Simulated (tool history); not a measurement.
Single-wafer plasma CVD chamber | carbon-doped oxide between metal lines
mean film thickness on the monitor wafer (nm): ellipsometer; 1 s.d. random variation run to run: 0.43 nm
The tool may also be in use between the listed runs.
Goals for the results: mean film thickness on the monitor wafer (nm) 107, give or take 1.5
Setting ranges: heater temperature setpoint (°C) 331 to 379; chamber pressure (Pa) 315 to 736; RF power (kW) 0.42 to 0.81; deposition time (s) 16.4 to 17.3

run	hour	heater temperature setpoint (°C)	chamber pressure (Pa)	RF power (kW)	deposition time (s)	mean film thickness on the monitor wafer (nm)
1	0	355	525	0.615	17.3	98.986
2	8.4	355	525	0.615	16.4	94.511
3	11.9	355	525	0.615	17.3	98.916
4	15.2	361	525	0.615	17.3	98.514
5	16.1	361	449	0.615	17.3	95.938
6	17.1	360	513	0.63	17.3	99.664
7	24.6	360	556	0.64	17.3	103.1
8	26.4	360	576	0.64	17.3	102.24
9	33.4	348	588	0.66	17.3	108.69
10	38.6	349	581	0.66	17.3	108.66

Of the 5 settings listed for the next run, only one would bring every result within its allowed miss of target. Which one?
A	43.8	338	679	0.65	16.8	?
B	43.8	345	571	0.66	17.3	?
C	43.8	348	553	0.685	17.3	?
D	43.8	350	600	0.675	16.6	?
E	43.8	351	595	0.665	17.3	?

move	mean film thickness on the monitor wafer (nm)
A	110.88
B	109.74
C	111.42
D	106.65
E	109.3
A: the biggest miss grows against the last run
B: the biggest miss grows against the last run
C: the biggest miss grows against the last run
D: in spec on every target
E: the biggest miss grows against the last run
Go with D: it meets all targets.
